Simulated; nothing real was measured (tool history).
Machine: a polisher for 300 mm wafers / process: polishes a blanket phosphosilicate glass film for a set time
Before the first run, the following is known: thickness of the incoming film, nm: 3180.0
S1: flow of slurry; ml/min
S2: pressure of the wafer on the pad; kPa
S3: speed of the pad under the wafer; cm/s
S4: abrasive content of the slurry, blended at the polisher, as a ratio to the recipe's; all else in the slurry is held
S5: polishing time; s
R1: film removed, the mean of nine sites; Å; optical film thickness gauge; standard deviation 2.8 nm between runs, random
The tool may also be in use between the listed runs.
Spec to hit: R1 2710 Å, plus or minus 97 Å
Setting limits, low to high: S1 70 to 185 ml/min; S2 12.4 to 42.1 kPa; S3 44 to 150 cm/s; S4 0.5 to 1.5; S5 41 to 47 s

run  hour   S1    S2  S3   S4  S5      R1
  1     0  120  26.9  96    1  47  4487.4
  2   1.7  120  26.9  72    1  47  3521.3
  3   2.7  115  26.2  72    1  47  3470.9
  4  10.9  115  24.8  72    1  47  3301.4
  5  14.5  115  24.8  72  1.2  47    3664
  6  19.5  115  23.4  72  1.2  47  3507.4
  7  25.6  115  22.1  72  1.2  47  3353.9
  8  33.7  115  21.4  72  1.2  47  3237.7
  9  39.6  100  16.5  72  1.2  47  2502.4
 10  46.8  105  16.5  72  1.2  47  2546.8
 11  53.7  115  16.5  72  1.2  47  2592.5

Below are 5 possible settings for the next run. Only one of them brings all results inside the allowed miss of their targets. Which is it?
  A  60.6  135  16.5  54   1.5  47   ?
  B  60.6  110  13.1  90  1.15  47   ?
  C  60.6  135  21.4  58  1.05  47   ?
  D  60.6  120  15.2  74   1.2  47   ?
  E  60.6  120  18.6  86   1.1  44   ?

move      R1
   A  2417.4
   B  2417.5
   C  2665.8
   D  2467.6
   E  2904.6
A: misses by more than the last run did
B: misses by more than the last run did
C: meets every target
D: misses by more than the last run did
E: takes the biggest miss from the last run beyond its target
So the answer is move C, the one that meets all the targets.
